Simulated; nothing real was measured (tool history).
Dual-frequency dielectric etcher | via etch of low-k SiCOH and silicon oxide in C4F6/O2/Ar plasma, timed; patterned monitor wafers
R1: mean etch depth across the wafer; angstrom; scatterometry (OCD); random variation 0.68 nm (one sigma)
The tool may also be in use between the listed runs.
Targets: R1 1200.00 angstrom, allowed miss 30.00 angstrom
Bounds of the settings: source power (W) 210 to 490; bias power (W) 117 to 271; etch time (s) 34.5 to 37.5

Run 1, hour 0.0: source power (W) 350, bias power (W) 194, etch time (s) 37.5. Result: R1 1013.70 angstrom.
Run 2, hour 2.7: source power (W) 370, bias power (W) 197, etch time (s) 37.5. Result: R1 1042.30 angstrom.
Run 3, hour 6.6: source power (W) 380, bias power (W) 200, etch time (s) 37.5. Result: R1 1052.80 angstrom.
Run 4, hour 14.8: source power (W) 390, bias power (W) 204, etch time (s) 37.5. Result: R1 1069.20 angstrom.
Run 5, hour 15.6: source power (W) 390, bias power (W) 204, etch time (s) 34.5. Result: R1 983.27 angstrom.
Run 6, hour 20.1: source power (W) 390, bias power (W) 204, etch time (s) 37.5. Result: R1 1066.80 angstrom.
Run 7, hour 22.8: source power (W) 390, bias power (W) 204, etch time (s) 37.5. Result: R1 1070.20 angstrom.
Run 8, hour 30.9: source power (W) 400, bias power (W) 207, etch time (s) 37.5. Result: R1 1089.60 angstrom.
At hour 32.6: wet clean of the chamber.
Run 9, hour 32.6: source power (W) 410, bias power (W) 209, etch time (s) 37.5. Result: R1 1144.40 angstrom.
Run 10, hour 41.6: source power (W) 420, bias power (W) 210, etch time (s) 37.5. Result: R1 1156.60 angstrom.
Run 11, hour 50.5: source power (W) 430, bias power (W) 211, etch time (s) 37.5. Result: R1 1161.60 angstrom.

Which of these 5 next moves meets every target?
Run A, hour 59.4: source power (W) 410, bias power (W) 228, etch time (s) 35.5. Result: R1 ?.
Run B, hour 59.4: source power (W) 490, bias power (W) 211, etch time (s) 37.0. Result: R1 ?.
Run C, hour 59.4: source power (W) 420, bias power (W) 206, etch time (s) 36.5. Result: R1 ?.
Run D, hour 59.4: source power (W) 470, bias power (W) 189, etch time (s) 35.5. Result: R1 ?.
Run E, hour 59.4: source power (W) 480, bias power (W) 207, etch time (s) 34.5. Result: R1 ?.

move       R1
   A  1100.40
   B  1207.50
   C  1114.90
   D  1111.50
   E  1111.90
A: further off than the last run
B: meets every target
C: further off than the last run
D: further off than the last run
E: further off than the last run
Answer: B

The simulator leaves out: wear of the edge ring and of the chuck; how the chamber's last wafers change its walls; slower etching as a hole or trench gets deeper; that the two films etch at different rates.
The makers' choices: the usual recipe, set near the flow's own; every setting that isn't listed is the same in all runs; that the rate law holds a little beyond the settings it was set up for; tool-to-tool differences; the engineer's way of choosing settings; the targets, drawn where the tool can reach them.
